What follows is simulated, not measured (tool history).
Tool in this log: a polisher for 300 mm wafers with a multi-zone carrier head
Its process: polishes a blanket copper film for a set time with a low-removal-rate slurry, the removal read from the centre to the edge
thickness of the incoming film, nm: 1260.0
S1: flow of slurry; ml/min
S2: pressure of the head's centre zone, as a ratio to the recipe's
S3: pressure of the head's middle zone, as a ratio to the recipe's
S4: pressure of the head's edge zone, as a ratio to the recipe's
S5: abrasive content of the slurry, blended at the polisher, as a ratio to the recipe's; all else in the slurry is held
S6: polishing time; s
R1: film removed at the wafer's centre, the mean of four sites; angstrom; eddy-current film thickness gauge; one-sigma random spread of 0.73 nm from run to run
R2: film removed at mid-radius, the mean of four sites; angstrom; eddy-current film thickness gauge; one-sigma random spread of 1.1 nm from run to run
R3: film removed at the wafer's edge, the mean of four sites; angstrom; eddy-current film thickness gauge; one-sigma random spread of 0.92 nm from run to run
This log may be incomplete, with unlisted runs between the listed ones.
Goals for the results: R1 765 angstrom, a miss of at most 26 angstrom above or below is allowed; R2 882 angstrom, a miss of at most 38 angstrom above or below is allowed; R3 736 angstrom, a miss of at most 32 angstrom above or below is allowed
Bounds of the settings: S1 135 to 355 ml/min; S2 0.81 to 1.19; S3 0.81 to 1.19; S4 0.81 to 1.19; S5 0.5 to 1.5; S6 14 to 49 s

run,hour,S1,S2,S3,S4,S5,S6,R1,R2,R3
1,0,225,1,1,1,1,31,1316.6,1372.9,1368.6
2,1,225,1,1,0.94,1,31,1325.6,1329,1332
3,5.1,225,1,1.03,0.93,0.95,29,1221.5,1288.4,1220
4,13.3,225,1,1.03,0.93,1.1,29,1301.7,1319.3,1282.8
5,19.8,225,1,1.03,0.93,1.1,21,923.48,968.44,893.83
6,21,225,1.05,1.03,0.93,1.1,21,962.59,971.41,913.82
7,22.8,225,1.04,1.04,0.92,1.05,21,950.94,935.91,904.19
8,24.5,225,1.04,1.04,0.92,1.05,21,956.8,946.67,907.08
9,27.7,215,0.97,1.14,0.82,0.8,19,738.94,856.23,710.92
10,36.6,220,0.97,1.14,0.82,0.8,19,735.29,831.95,716.52
11,41.5,220,0.97,1.15,0.82,0.8,19,733.61,852.02,706.76
12,46.9,220,0.97,1.15,0.83,0.8,19,724.79,836.48,709.68

Consider the 4 candidate settings below. Which is the only one whose results all fall within their allowed miss of target?
A,52.3,240,1.01,1.16,0.84,0.75,18,?,?,?
B,52.3,285,1.04,1.11,0.81,0.85,19,?,?,?
C,52.3,200,1.01,1.19,0.88,0.75,20,?,?,?
D,52.3,135,0.83,1.13,0.81,0.85,23,?,?,?

move,R1,R2,R3
A,704.23,802.67,681.45
B,815.07,870.44,749.43
C,762.69,888.72,759.59
D,697.93,961.32,838.52
A: moves away from the targets compared with the last run
B: the result that was furthest off in the last run now lies on the other side of its target
C: all results land within tolerance of their targets
D: moves away from the targets compared with the last run
The move that meets every target is C.
